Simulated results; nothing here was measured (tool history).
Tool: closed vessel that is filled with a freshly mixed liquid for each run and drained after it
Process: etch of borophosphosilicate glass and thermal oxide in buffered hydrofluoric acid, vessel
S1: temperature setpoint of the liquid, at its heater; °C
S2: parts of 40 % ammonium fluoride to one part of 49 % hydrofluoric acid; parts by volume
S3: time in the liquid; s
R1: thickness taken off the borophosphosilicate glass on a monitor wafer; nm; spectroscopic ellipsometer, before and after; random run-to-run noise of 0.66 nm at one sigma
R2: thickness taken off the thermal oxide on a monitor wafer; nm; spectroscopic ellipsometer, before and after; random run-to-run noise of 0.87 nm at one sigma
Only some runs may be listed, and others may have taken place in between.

run 1 hour=0 | S1=22 S2=14 S3=60 | R1=73.364 R2=43.205
run 2 hour=6.7 | S1=22 S2=14 S3=50 | R1=61.55 R2=35.977
run 3 hour=11.8 | S1=22 S2=15.5 S3=50 | R1=55.518 R2=33.392
run 4 hour=12.8 | S1=25 S2=15.5 S3=50 | R1=65.478 R2=39.511
run 5 hour=21.8 | S1=23.5 S2=15.5 S3=50 | R1=60.449 R2=35.359
run 6 hour=24.3 | S1=23.5 S2=15.5 S3=75 | R1=91.07 R2=53.035

Run 7, settings as shown, results not yet in. Your forecast:
run 7 hour=31.8 | S1=27.5 S2=11 S3=75 | R1=? R2=?

Run 7 produced R1 157.25 nm, R2 92.739 nm.

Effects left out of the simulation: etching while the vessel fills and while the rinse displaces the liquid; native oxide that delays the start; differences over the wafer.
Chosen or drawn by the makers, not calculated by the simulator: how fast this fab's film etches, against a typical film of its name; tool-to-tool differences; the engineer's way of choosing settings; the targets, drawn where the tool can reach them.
